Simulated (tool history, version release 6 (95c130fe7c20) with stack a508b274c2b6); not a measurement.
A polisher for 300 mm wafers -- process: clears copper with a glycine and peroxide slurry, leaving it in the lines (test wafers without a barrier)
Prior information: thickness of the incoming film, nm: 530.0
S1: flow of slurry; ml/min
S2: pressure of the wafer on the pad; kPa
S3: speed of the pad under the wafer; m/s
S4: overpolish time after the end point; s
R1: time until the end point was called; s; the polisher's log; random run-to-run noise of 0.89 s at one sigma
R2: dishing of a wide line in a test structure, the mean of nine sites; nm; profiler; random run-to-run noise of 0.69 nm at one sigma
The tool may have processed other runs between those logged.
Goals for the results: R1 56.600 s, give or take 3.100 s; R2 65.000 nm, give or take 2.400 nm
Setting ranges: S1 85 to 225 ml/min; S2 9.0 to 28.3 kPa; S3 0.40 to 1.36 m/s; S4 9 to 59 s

run	hour	S1	S2	S3	S4	R1	R2
1	0.0	145	18.6	0.88	30	89.692	63.267
2	7.6	145	18.6	0.88	37	88.314	67.141
3	14.0	145	19.3	0.90	35	85.112	66.406
4	19.9	145	16.5	0.90	35	95.245	64.849
5	28.4	130	16.5	0.90	35	99.107	64.105
6	34.9	130	16.5	1.02	35	88.622	65.192
7	42.8	135	17.2	1.04	34	84.529	64.333
8	46.5	140	17.9	1.06	33	79.376	65.723
9	49.4	145	18.6	1.06	32	75.034	64.505
10	50.4	150	19.3	1.06	32	72.322	66.404
11	57.0	155	20.0	1.06	31	69.734	66.801
12	60.1	160	20.0	1.06	30	72.242	65.076
13	65.6	160	20.7	1.06	29	70.403	66.011
14	72.2	160	21.4	1.08	28	68.141	65.576
15	77.8	160	22.1	1.08	27	65.045	65.609
16	80.9	160	22.1	1.08	26	65.064	65.519
17	84.2	160	22.1	1.08	25	64.129	64.433
18	92.9	160	23.4	1.10	23	62.387	63.778

5 candidate next runs follow, results not yet known. Just one meets every target within its allowed miss. Identify it.
A	101.6	170	16.5	1.18	29	?	?
B	101.6	205	23.4	0.94	27	?	?
C	101.6	170	19.3	1.04	30	?	?
D	101.6	155	20.7	1.32	26	?	?
E	101.6	155	24.1	0.94	28	?	?

move	R1	R2
A	73.900	64.496
B	66.121	67.441
C	72.835	66.490
D	57.194	66.643
E	67.533	67.741
A: lands further from the targets than the last run did
B: lands further from the targets than the last run did
C: lands further from the targets than the last run did
D: hits every target within its allowed miss
E: lands further from the targets than the last run did
Move D is the one to make.

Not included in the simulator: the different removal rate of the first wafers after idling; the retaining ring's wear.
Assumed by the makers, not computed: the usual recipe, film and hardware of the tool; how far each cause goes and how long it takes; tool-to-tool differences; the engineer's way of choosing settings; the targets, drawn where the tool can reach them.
